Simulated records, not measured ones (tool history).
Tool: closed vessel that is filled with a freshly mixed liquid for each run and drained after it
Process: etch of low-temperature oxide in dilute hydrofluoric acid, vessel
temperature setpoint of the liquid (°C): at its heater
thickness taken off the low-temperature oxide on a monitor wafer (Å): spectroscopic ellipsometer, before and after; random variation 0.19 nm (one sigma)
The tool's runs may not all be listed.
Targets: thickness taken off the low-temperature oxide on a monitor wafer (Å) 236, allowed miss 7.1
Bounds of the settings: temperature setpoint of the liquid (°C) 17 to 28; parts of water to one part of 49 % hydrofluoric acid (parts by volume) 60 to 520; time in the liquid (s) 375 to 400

| run | day | temperature setpoint of the liquid (°C) | parts of water to one part of 49 % hydrofluoric acid (parts by volume) | time in the liquid (s) | thickness taken off the low-temperature oxide on a monitor wafer (Å) |
|---|---|---|---|---|---|
| 1 | 0 | 20 | 290 | 375 | 339.01 |
| 2 | 0.162 | 20 | 290 | 375 | 331.98 |
| 3 | 0.55 | 20 | 290 | 400 | 353.29 |
| 4 | 0.925 | 18 | 290 | 400 | 334.32 |
| 5 | 1.188 | 17 | 290 | 400 | 315.66 |
| 6 | 1.5 | 17 | 315 | 400 | 284.97 |
| 7 | 1.712 | 17 | 330 | 400 | 275.68 |
| 8 | 1.988 | 17 | 345 | 400 | 257.86 |
| 9 | 2.133 | 17 | 355 | 400 | 248.23 |

5 next moves are on the table. One of them brings every result within its allowed miss. Which?
| A | 2.279 | 17 | 365 | 375 | ? |
| B | 2.279 | 17.5 | 375 | 400 | ? |
| C | 2.279 | 20 | 350 | 375 | ? |
| D | 2.279 | 17.5 | 400 | 400 | ? |
| E | 2.279 | 24 | 395 | 375 | ? |

| move | thickness taken off the low-temperature oxide on a monitor wafer (Å) |
|---|---|
| A | 223.12 |
| B | 234.04 |
| C | 262.55 |
| D | 215.12 |
| E | 256.45 |
A: takes the result that was furthest off past its target
B: meets every target
C: further off than the last run
D: takes the result that was furthest off past its target
E: further off than the last run
Move B is the one to make.

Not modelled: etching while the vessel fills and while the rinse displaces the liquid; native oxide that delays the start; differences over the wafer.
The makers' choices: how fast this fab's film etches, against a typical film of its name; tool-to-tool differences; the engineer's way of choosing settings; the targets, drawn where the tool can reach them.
